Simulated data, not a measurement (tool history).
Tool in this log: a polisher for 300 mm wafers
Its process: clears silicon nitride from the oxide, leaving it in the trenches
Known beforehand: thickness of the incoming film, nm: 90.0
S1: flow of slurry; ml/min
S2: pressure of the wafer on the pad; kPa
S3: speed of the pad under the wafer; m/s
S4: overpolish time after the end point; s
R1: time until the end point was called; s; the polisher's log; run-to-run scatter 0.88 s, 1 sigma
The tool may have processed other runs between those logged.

run,day,S1,S2,S3,S4,R1
1,0.000,275,17.9,1.08,9,102.600
2,0.246,275,18.6,1.08,9,100.840
3,0.554,275,19.3,1.08,9,95.534
4,0.692,275,19.3,0.98,9,104.400
5,1.025,210,19.3,0.98,9,109.130
6,1.358,210,15.2,0.98,9,136.590

What does the tool deliver on the next run?
7,1.467,215,17.2,0.98,9,?

{"run 7": {"R1": 121.86}}
